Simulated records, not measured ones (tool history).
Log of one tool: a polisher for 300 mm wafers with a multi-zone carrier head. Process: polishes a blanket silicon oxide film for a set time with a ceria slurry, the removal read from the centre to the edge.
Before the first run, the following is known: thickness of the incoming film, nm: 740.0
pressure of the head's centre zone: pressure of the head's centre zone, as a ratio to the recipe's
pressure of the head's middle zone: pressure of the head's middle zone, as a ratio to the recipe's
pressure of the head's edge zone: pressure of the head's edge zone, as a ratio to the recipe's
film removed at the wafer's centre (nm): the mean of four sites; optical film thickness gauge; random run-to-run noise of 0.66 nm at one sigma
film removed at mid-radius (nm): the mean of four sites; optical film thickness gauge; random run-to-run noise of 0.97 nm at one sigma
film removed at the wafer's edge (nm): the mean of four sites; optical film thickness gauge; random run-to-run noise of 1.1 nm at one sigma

run  hour  flow of slurry (ml/min)  pressure of the head's centre zone  pressure of the head's middle zone  pressure of the head's edge zone  polishing time (s)  film removed at the wafer's centre (nm)  film removed at mid-radius (nm)  film removed at the wafer's edge (nm)
  1     0                      320                                   1                                   1                                 1                  32                                   147.49                           147.12                                 150.64
  2   2.1                      320                                1.05                                   1                                 1                  32                                   156.09                           147.55                                 145.93
  3   5.9                      290                                1.05                                   1                                 1                  32                                   155.91                           147.33                                 147.99
  4  14.3                      295                                1.04                                   1                              0.97                  30                                   144.31                           138.84                                 139.25
  5  15.1                      305                                1.05                                1.01                              0.96                  27                                    130.2                           126.02                                    126
  6    16                      235                                1.05                                1.01                              0.96                  27                                   127.35                            121.7                                 118.75
  7  21.2                      225                                1.05                                1.01                              0.95                  26                                   121.56                           117.54                                 117.56

Run 8 is up next; what results do you expect?
  8  22.4                      220                                1.06                                1.02                              0.94                  25                                        ?                                ?                                      ?

Run 8 measured film removed at the wafer's centre (nm) 118.41, film removed at mid-radius (nm) 113.44, film removed at the wafer's edge (nm) 109.54.

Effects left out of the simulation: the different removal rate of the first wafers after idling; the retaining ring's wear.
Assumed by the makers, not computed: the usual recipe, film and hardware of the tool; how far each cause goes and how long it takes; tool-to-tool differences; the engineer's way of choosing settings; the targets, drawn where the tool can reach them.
